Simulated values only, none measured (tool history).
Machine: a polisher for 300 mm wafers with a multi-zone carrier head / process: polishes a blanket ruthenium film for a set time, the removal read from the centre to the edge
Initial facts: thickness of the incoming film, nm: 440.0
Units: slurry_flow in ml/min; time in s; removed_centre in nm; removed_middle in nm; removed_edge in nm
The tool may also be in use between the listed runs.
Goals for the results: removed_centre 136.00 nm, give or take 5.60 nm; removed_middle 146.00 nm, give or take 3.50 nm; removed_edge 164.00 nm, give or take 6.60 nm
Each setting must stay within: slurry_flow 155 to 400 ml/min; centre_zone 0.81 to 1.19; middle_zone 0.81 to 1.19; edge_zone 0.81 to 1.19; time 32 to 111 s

run 1 hour=0.0 | slurry_flow=255 centre_zone=1.00 middle_zone=1.00 edge_zone=1.00 time=71 | removed_centre=108.14 removed_middle=108.58 removed_edge=109.80
run 2 hour=1.1 | slurry_flow=255 centre_zone=1.00 middle_zone=1.00 edge_zone=0.96 time=71 | removed_centre=109.14 removed_middle=108.75 removed_edge=106.95
run 3 hour=6.0 | slurry_flow=260 centre_zone=0.99 middle_zone=1.00 edge_zone=1.03 time=78 | removed_centre=116.23 removed_middle=120.67 removed_edge=123.73
run 4 hour=10.2 | slurry_flow=260 centre_zone=0.94 middle_zone=1.00 edge_zone=1.03 time=78 | removed_centre=114.06 removed_middle=121.21 removed_edge=120.73
run 5 hour=16.3 | slurry_flow=245 centre_zone=0.98 middle_zone=1.01 edge_zone=1.09 time=82 | removed_centre=119.59 removed_middle=127.30 removed_edge=131.18
run 6 hour=23.8 | slurry_flow=270 centre_zone=0.97 middle_zone=0.99 edge_zone=1.12 time=86 | removed_centre=126.65 removed_middle=132.83 removed_edge=138.63
run 7 hour=26.4 | slurry_flow=230 centre_zone=0.97 middle_zone=0.98 edge_zone=1.14 time=90 | removed_centre=134.46 removed_middle=134.43 removed_edge=145.04
run 8 hour=28.8 | slurry_flow=250 centre_zone=0.93 middle_zone=0.96 edge_zone=1.16 time=93 | removed_centre=129.57 removed_middle=138.30 removed_edge=153.73
run 9 hour=33.0 | slurry_flow=265 centre_zone=0.93 middle_zone=0.96 edge_zone=1.17 time=94 | removed_centre=135.54 removed_middle=140.61 removed_edge=156.19

Consider the 4 candidate settings below. Which is the only one whose results all fall within their allowed miss of target?
run A hour=37.2 | slurry_flow=290 centre_zone=0.82 middle_zone=1.08 edge_zone=1.12 time=93 | removed_centre=? removed_middle=? removed_edge=?
run B hour=37.2 | slurry_flow=255 centre_zone=0.90 middle_zone=0.95 edge_zone=1.15 time=92 | removed_centre=? removed_middle=? removed_edge=?
run C hour=37.2 | slurry_flow=305 centre_zone=0.90 middle_zone=0.96 edge_zone=1.19 time=97 | removed_centre=? removed_middle=? removed_edge=?
run D hour=37.2 | slurry_flow=220 centre_zone=0.96 middle_zone=1.03 edge_zone=1.01 time=93 | removed_centre=? removed_middle=? removed_edge=?

move=A removed_centre=118.35 removed_middle=151.49 removed_edge=149.92
move=B removed_centre=125.62 removed_middle=136.40 removed_edge=149.14
move=C removed_centre=134.94 removed_middle=147.18 removed_edge=162.11
move=D removed_centre=132.47 removed_middle=142.84 removed_edge=139.51
A: takes the biggest miss from the last run beyond its target
B: moves away from the targets compared with the last run
C: meets every target
D: the furthest-off result lands on target, but another misses its tolerance
Answer: C
